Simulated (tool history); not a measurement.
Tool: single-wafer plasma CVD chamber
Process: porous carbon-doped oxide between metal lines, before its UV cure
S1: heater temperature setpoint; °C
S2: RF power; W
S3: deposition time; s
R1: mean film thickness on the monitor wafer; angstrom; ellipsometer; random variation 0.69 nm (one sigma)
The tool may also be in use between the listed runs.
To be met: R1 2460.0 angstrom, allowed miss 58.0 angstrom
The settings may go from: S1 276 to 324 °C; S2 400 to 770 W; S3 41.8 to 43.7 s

| run | hour | S1 | S2 | S3 | R1 |
|---|---|---|---|---|---|
| 1 | 0.0 | 300 | 585 | 43.7 | 2811.1 |
| 2 | 2.6 | 303 | 580 | 43.7 | 2732.8 |
| 3 | 3.4 | 303 | 580 | 41.8 | 2627.3 |
| 4 | 4.7 | 303 | 630 | 41.8 | 2807.2 |
| 5 | 9.1 | 303 | 630 | 43.7 | 2927.9 |
| 6 | 9.9 | 306 | 620 | 43.6 | 2822.7 |
| 7 | 17.2 | 308 | 615 | 43.6 | 2774.9 |
| 8 | 19.4 | 310 | 610 | 43.6 | 2713.4 |

4 next moves are on the table. One of them brings every result within its allowed miss. Which?
| A | 21.6 | 311 | 610 | 42.5 | ? |
| B | 21.6 | 319 | 565 | 41.8 | ? |
| C | 21.6 | 310 | 695 | 43.2 | ? |
| D | 21.6 | 314 | 570 | 42.4 | ? |

| move | R1 |
|---|---|
| A | 2641.2 |
| B | 2335.0 |
| C | 2981.8 |
| D | 2454.5 |
A: nearer than the last run, and not there yet
B: takes the result that was furthest off past its target
C: further off than the last run
D: meets every target
The right move is D.
